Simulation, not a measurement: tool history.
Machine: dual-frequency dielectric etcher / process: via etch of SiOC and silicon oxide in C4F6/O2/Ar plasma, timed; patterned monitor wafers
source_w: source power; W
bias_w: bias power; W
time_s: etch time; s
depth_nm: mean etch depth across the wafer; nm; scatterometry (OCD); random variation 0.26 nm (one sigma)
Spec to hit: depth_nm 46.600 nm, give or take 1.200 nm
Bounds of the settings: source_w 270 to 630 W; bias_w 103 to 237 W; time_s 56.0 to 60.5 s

run	hour	source_w	bias_w	time_s	depth_nm
1	0.0	450	170	60.5	66.374
2	8.0	400	150	59.0	57.260
3	12.8	330	150	59.0	49.490
4	16.1	320	150	59.0	48.172
5	19.2	270	150	59.0	41.641
6	21.3	280	151	59.0	43.368
7	26.5	340	156	59.0	52.031
8	29.4	330	156	59.0	51.277
9	34.4	320	156	59.0	49.378
10	43.2	270	152	59.0	41.978
11	45.6	280	152	59.0	43.469
12	46.3	290	152	59.0	44.859
13	49.6	320	155	59.0	49.333
14	53.4	290	154	59.0	44.985

5 candidate next runs follow, results not yet known. Just one meets every target within its allowed miss. Identify it.
A	57.2	280	169	56.0	?
B	57.2	310	122	60.5	?
C	57.2	310	152	57.5	?
D	57.2	270	163	59.5	?
E	57.2	280	140	60.5	?

move	depth_nm
A	43.244
B	44.393
C	46.471
D	43.620
E	42.986
A: its largest miss is bigger than the last run's
B: its largest miss is bigger than the last run's
C: all results in spec
D: its largest miss is bigger than the last run's
E: its largest miss is bigger than the last run's
C is the move that brings every result within its allowed miss.
